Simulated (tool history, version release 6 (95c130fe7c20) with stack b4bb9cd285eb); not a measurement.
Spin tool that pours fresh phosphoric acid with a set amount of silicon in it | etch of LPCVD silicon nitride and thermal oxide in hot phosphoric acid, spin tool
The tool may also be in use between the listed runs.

| run | hour | temperature setpoint of the liquid (C) | silicon dissolved in the acid as it is poured (mg a litre) | time under the liquid (s) | thickness taken off the LPCVD silicon nitride on a monitor wafer (Å) | thickness taken off the thermal oxide on a monitor wafer (Å) |
|---|---|---|---|---|---|---|
| 1 | 0 | 164 | 16.5 | 180 | 184.79 | 4.636 |
| 2 | 2.1 | 164 | 10.5 | 180 | 187.32 | 5.146 |
| 3 | 9.8 | 163.5 | 10.5 | 175 | 178.47 | 5.3635 |
| 4 | 10.8 | 163.5 | 10.5 | 205 | 210.59 | 5.3042 |
| 5 | 16.9 | 163.5 | 10.5 | 270 | 281.32 | 7.6529 |
| 6 | 22.5 | 162 | 10.5 | 270 | 260.33 | 6.8825 |

The next listed run, before its measurement:
| 7 | 23.1 | 159.5 | 10 | 180 | ? | ? |

thickness taken off the LPCVD silicon nitride on a monitor wafer (Å): 160.56
thickness taken off the thermal oxide on a monitor wafer (Å): 3.5026
